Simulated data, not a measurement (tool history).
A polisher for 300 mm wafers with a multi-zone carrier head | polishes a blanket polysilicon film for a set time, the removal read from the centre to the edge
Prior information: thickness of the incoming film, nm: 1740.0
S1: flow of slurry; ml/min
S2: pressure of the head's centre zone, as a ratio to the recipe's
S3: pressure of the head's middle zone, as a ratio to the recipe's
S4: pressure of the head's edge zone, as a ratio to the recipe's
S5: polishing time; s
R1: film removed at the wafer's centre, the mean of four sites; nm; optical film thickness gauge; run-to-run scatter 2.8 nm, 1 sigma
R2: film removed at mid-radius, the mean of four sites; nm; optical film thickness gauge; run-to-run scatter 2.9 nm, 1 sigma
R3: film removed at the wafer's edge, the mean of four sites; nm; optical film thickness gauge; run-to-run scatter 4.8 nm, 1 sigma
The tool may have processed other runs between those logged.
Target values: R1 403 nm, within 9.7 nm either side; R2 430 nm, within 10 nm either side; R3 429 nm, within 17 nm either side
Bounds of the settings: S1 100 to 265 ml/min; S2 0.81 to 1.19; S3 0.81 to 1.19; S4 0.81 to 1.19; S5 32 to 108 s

run,hour,S1,S2,S3,S4,S5,R1,R2,R3
1,0,170,1,1,1,70,366.28,332.41,333.46
2,0.6,135,1,1,1,70,352.43,318.84,329.38
3,2.4,145,0.98,1.04,1.06,73,366.27,348.87,347.69
4,9.2,145,0.94,1.04,1.06,73,348.42,347.28,344.12
5,16.2,145,0.89,1.04,1.06,73,333.67,350.27,356.69
6,23.1,110,0.89,1.04,1.06,73,314.7,327.5,334.6
# hour 28: centre zone pressure recalibrated
7,28,155,0.89,1.04,1.09,74,308.14,353.98,362.21
8,31.5,180,0.93,1.03,1.09,76,341.6,374.02,383.95
9,32.7,230,1.01,1.08,1.16,77,389.05,406.9,400.84
10,33.7,235,1.01,1.08,1.17,78,396.09,413.61,413.13

Exercise: of the 4 proposed moves below, exactly one satisfies all targets within the stated allowed misses. Which move is it?
A,34.7,265,1,1.09,1.19,79,?,?,?
B,34.7,220,0.92,1.02,1.19,83,?,?,?
C,34.7,235,1.04,1.16,1.1,75,?,?,?
D,34.7,230,0.98,1.18,1.19,77,?,?,?

move,R1,R2,R3
A,398.94,428.35,428.02
B,375.89,418.21,442.69
C,388.21,421.35,386.05
D,374.35,437.46,411.6
A: all results in spec
B: the biggest miss grows against the last run
C: the furthest-off result lands on target, but another misses its tolerance
D: the furthest-off result lands on target, but another misses its tolerance
A meets every target.
